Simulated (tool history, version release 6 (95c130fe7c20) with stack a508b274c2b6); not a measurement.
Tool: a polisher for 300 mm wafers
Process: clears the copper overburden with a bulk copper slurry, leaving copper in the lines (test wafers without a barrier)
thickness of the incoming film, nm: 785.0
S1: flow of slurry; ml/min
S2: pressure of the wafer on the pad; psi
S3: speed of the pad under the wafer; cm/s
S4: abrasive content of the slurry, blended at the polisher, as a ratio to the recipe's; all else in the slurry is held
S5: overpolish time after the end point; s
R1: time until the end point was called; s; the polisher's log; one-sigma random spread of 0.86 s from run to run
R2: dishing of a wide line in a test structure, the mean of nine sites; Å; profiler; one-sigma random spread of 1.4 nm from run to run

| run | hour | S1 | S2 | S3 | S4 | S5 | R1 | R2 |
|---|---|---|---|---|---|---|---|---|
| 1 | 0 | 250 | 2.1 | 114 | 1 | 19 | 79.769 | 608.45 |
| 2 | 1.7 | 250 | 2 | 114 | 1 | 20 | 82.189 | 633.01 |
| 3 | 7.3 | 250 | 2.4 | 114 | 1 | 20 | 69.756 | 723.67 |
| 4 | 9.4 | 250 | 2.2 | 114 | 1 | 21 | 76.204 | 687 |
| 5 | 17.1 | 250 | 2.1 | 114 | 1 | 22 | 79.703 | 693.28 |
| 6 | 24.5 | 250 | 2.1 | 114 | 1 | 15 | 79.676 | 546.14 |
| 7 | 25.8 | 250 | 2 | 114 | 1 | 17 | 84.013 | 597.57 |

What will run 8 give?
| 8 | 30.8 | 250 | 1.9 | 114 | 1 | 18 | ? | ? |

R1: 87.573 s
R2: 562.08 Å
